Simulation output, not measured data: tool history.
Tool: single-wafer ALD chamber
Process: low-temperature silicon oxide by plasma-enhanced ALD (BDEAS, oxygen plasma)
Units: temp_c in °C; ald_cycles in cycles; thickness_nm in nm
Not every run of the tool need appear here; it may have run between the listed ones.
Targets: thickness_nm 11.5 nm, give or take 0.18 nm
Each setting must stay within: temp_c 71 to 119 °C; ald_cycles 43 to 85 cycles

run,hour,temp_c,ald_cycles,thickness_nm
1,0,95,64,9.7566
2,7.9,91,66,10.233
3,11.3,100,66,9.8921
4,18.1,95,67,10.316
5,23.1,95,64,9.687
6,29.8,95,69,10.497
7,38.7,91,69,10.685
8,39.5,88,69,10.762
9,46.1,86,70,11.105
10,50.7,85,70,11.075
11,59,83,70,11.141
12,62.6,82,70,11.226
13,71.3,81,70,11.283

Exactly one of the 5 candidate moves below puts every result within its allowed miss. Which one?
A,80,95,72,?
B,80,81,68,?
C,80,78,73,?
D,80,71,72,?
E,80,73,69,?

move,thickness_nm
A,10.997
B,10.974
C,11.916
D,12.064
E,11.476
A: further off than the last run
B: further off than the last run
C: moves the result that the last run missed by most past its target, out the other side
D: moves the result that the last run missed by most past its target, out the other side
E: hits every target within its allowed miss
So the answer is move E, the one that meets all the targets.

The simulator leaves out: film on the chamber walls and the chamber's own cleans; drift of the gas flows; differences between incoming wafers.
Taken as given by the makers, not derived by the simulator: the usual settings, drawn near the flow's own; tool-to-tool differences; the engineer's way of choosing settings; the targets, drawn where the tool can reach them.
